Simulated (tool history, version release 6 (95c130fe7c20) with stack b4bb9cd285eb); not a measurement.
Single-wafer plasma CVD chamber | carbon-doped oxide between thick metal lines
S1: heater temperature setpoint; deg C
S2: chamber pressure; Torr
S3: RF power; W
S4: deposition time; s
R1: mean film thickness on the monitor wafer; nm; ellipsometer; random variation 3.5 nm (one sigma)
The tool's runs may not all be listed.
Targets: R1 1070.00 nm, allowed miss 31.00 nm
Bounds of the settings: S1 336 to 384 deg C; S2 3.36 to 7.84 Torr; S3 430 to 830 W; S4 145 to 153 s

run  hour   S1    S2   S3   S4       R1
  1   0.0  360  5.60  630  153   902.58
  2   1.2  358  5.83  680  153   949.87
  3   6.8  358  5.83  725  153   979.99
  4   9.0  357  5.99  755  153  1009.20
  5  10.1  357  5.99  755  145   954.29
  6  19.0  357  5.99  820  145   990.80
  7  24.7  356  6.16  825  148  1026.30
  8  31.3  356  6.26  825  149  1039.80

Which of these 5 next moves meets every target?
  A  37.9  358  6.87  820  145   ?
  B  37.9  364  7.29  830  153   ?
  C  37.9  351  6.24  820  145   ?
  D  37.9  352  6.21  810  145   ?
  E  37.9  351  6.57  730  151   ?

move       R1
   A  1001.90
   B  1053.20
   C  1011.50
   D  1001.80
   E   998.34
A: further off than the last run
B: meets every target
C: further off than the last run
D: further off than the last run
E: further off than the last run
The right move is B.
